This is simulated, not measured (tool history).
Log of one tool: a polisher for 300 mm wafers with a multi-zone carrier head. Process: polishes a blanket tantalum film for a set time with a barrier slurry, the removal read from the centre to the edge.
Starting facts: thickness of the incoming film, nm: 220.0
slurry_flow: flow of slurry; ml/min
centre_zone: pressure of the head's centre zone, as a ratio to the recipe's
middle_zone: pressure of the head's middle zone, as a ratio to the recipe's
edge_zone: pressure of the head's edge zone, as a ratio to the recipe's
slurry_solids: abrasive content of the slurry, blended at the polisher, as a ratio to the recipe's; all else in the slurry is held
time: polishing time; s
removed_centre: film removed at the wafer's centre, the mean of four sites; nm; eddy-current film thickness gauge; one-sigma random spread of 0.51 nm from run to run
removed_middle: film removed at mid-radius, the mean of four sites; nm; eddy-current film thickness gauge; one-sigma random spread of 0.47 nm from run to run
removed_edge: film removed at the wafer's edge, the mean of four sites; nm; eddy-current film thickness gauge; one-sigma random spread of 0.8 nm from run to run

Run 1, day 0: slurry_flow 215 ml/min, centre_zone 1, middle_zone 1, edge_zone 1, slurry_solids 1, time 47 s. Result: removed_centre 90.988 nm, removed_middle 91.471 nm, removed_edge 91.264 nm.
Run 2, day 0.05: slurry_flow 215 ml/min, centre_zone 1, middle_zone 1.06, edge_zone 1, slurry_solids 1, time 47 s. Result: removed_centre 90.086 nm, removed_middle 97.383 nm, removed_edge 92.281 nm.
Run 3, day 0.342: slurry_flow 210 ml/min, centre_zone 0.98, middle_zone 1.06, edge_zone 0.98, slurry_solids 0.95, time 45 s. Result: removed_centre 82.569 nm, removed_middle 91.154 nm, removed_edge 85.225 nm.
Run 4, day 0.379: slurry_flow 205 ml/min, centre_zone 0.96, middle_zone 1.06, edge_zone 0.96, slurry_solids 0.9, time 44 s. Result: removed_centre 78.067 nm, removed_middle 85.656 nm, removed_edge 79.594 nm.
Run 5, day 0.621: slurry_flow 200 ml/min, centre_zone 0.94, middle_zone 1.07, edge_zone 0.96, slurry_solids 0.85, time 43 s. Result: removed_centre 71.691 nm, removed_middle 81.944 nm, removed_edge 74.803 nm.
Run 6, day 0.942: slurry_flow 195 ml/min, centre_zone 0.92, middle_zone 1.07, edge_zone 0.96, slurry_solids 0.8, time 43 s. Result: removed_centre 67.864 nm, removed_middle 79.583 nm, removed_edge 76.15 nm.
Run 7, day 1.125: slurry_flow 195 ml/min, centre_zone 0.91, middle_zone 1.08, edge_zone 0.94, slurry_solids 0.75, time 42 s. Result: removed_centre 65.22 nm, removed_middle 76.451 nm, removed_edge 68.89 nm.
Run 8, day 1.433: slurry_flow 190 ml/min, centre_zone 0.9, middle_zone 1.08, edge_zone 0.93, slurry_solids 0.7, time 42 s. Result: removed_centre 61.301 nm, removed_middle 72.568 nm, removed_edge 67.145 nm.
Run 9, day 1.458: slurry_flow 185 ml/min, centre_zone 0.89, middle_zone 1.09, edge_zone 0.92, slurry_solids 0.7, time 42 s. Result: removed_centre 58.785 nm, removed_middle 73.103 nm, removed_edge 64.294 nm.
Run 10, day 1.696: slurry_flow 140 ml/min, centre_zone 0.81, middle_zone 1, edge_zone 0.83, slurry_solids 0.5, time 41 s. Result: removed_centre 38.464 nm, removed_middle 48.1 nm, removed_edge 45.061 nm.
Run 11, day 1.788: slurry_flow 160 ml/min, centre_zone 0.81, middle_zone 1.01, edge_zone 0.84, slurry_solids 0.5, time 41 s. Result: removed_centre 39.469 nm, removed_middle 50.24 nm, removed_edge 45.936 nm.
Run 12, day 2.108: slurry_flow 175 ml/min, centre_zone 0.81, middle_zone 1.02, edge_zone 0.85, slurry_solids 0.5, time 41 s. Result: removed_centre 40.473 nm, removed_middle 51.361 nm, removed_edge 46.179 nm.
At day 2.467: slurry nozzle cleaned.
Run 13, day 2.467: slurry_flow 170 ml/min, centre_zone 0.82, middle_zone 1.04, edge_zone 0.86, slurry_solids 0.5, time 41 s. Result: removed_centre 41.147 nm, removed_middle 52.677 nm, removed_edge 47.891 nm.
Run 14, day 2.729: slurry_flow 180 ml/min, centre_zone 0.83, middle_zone 1.05, edge_zone 0.87, slurry_solids 0.5, time 41 s. Result: removed_centre 42.222 nm, removed_middle 53.602 nm, removed_edge 49.115 nm.
Run 15, day 2.758: slurry_flow 180 ml/min, centre_zone 0.84, middle_zone 1.07, edge_zone 0.87, slurry_solids 0.5, time 41 s. Result: removed_centre 42.54 nm, removed_middle 54.298 nm, removed_edge 48.601 nm.
Run 16, day 2.838: slurry_flow 180 ml/min, centre_zone 0.85, middle_zone 1.09, edge_zone 0.88, slurry_solids 0.5, time 41 s. Result: removed_centre 42.681 nm, removed_middle 55.378 nm, removed_edge 47.846 nm.

For run 17, what comes out?
Run 17, day 3.192: slurry_flow 190 ml/min, centre_zone 0.85, middle_zone 1.09, edge_zone 0.89, slurry_solids 0.5, time 41 s. Result: removed_centre ?, removed_middle ?, removed_edge ?.

Run 17 measured removed_centre 43.325 nm, removed_middle 55.032 nm, removed_edge 48.421 nm.
